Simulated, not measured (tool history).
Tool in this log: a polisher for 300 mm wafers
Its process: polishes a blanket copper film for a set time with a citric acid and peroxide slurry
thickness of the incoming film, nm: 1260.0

run	hour	flow of slurry (ml/min)	pressure of the wafer on the pad (psi)	speed of the pad under the wafer (cm/s)	abrasive content of the slurry	polishing time (s)	film removed (nm)
1	0.0	200	3.8	122	1.0	22	61.884
2	7.5	175	3.8	122	1.0	22	60.217
3	14.9	175	3.7	122	1.0	22	58.930
4	23.6	175	3.6	122	1.0	22	56.635
5	31.0	175	3.6	134	1.0	22	62.362
6	32.4	175	4.4	134	1.0	22	72.727
7	33.5	175	4.4	134	1.0	22	75.111
8	36.2	175	4.4	134	1.0	22	75.410
9	44.8	175	4.1	132	1.0	22	70.171
10	52.8	175	3.8	132	1.0	22	65.642
11	61.0	175	3.6	132	1.0	22	61.813
12	64.2	175	3.4	132	1.0	22	57.445

What will run 13 give?
13	72.8	175	3.3	132	1.0	22	?

{"run 13": {"film removed (nm)": 56.574}}
